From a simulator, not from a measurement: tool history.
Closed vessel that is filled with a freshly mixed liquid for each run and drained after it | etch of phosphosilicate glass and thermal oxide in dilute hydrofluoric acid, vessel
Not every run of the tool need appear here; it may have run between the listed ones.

run	day	temperature setpoint of the liquid (C)	parts of water to one part of 49 % hydrofluoric acid (parts by volume)	time in the liquid (s)	thickness taken off the phosphosilicate glass on a monitor wafer (Å)	thickness taken off the thermal oxide on a monitor wafer (Å)
1	0	22	240	140	416.16	22.578
2	0.042	22	240	175	522.87	28.132
3	0.362	22	240	150	449.18	23.98
4	0.658	21	265	150	382.18	20.519
5	0.971	18	265	150	340.37	18.215
6	1.2	18	325	150	264.91	13.874
7	1.508	18	335	150	255.26	13.532

Predict the results of run 8:
8	1.825	18	345	150	?	?

thickness taken off the phosphosilicate glass on a monitor wafer (Å): 244.37
thickness taken off the thermal oxide on a monitor wafer (Å): 12.954

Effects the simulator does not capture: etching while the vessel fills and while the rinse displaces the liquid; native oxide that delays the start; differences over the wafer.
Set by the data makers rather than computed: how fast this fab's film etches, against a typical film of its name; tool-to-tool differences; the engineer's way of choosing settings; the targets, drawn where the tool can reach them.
